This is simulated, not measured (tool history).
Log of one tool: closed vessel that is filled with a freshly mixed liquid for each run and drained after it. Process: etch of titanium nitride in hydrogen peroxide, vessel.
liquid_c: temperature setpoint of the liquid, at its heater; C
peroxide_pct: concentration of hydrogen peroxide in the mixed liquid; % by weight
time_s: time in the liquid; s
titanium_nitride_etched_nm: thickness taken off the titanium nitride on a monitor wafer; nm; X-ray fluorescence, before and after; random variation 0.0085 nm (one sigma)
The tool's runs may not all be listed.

run 1 hour=0.0 | liquid_c=53.0 peroxide_pct=21.0 time_s=35 | titanium_nitride_etched_nm=1.7624
run 2 hour=2.9 | liquid_c=52.5 peroxide_pct=21.0 time_s=35 | titanium_nitride_etched_nm=1.7102
run 3 hour=5.0 | liquid_c=57.0 peroxide_pct=21.0 time_s=35 | titanium_nitride_etched_nm=2.3645
run 4 hour=10.6 | liquid_c=55.5 peroxide_pct=21.0 time_s=35 | titanium_nitride_etched_nm=2.1395
run 5 hour=12.2 | liquid_c=55.5 peroxide_pct=22.5 time_s=35 | titanium_nitride_etched_nm=2.1598
run 6 hour=19.1 | liquid_c=54.5 peroxide_pct=22.5 time_s=35 | titanium_nitride_etched_nm=2.0276
run 7 hour=22.3 | liquid_c=53.5 peroxide_pct=22.5 time_s=35 | titanium_nitride_etched_nm=1.8786
run 8 hour=26.8 | liquid_c=53.0 peroxide_pct=22.5 time_s=35 | titanium_nitride_etched_nm=1.8129

Forecast run 9:
run 9 hour=31.3 | liquid_c=49.5 peroxide_pct=22.5 time_s=35 | titanium_nitride_etched_nm=?

Run 9 gave titanium_nitride_etched_nm 1.4008 nm.

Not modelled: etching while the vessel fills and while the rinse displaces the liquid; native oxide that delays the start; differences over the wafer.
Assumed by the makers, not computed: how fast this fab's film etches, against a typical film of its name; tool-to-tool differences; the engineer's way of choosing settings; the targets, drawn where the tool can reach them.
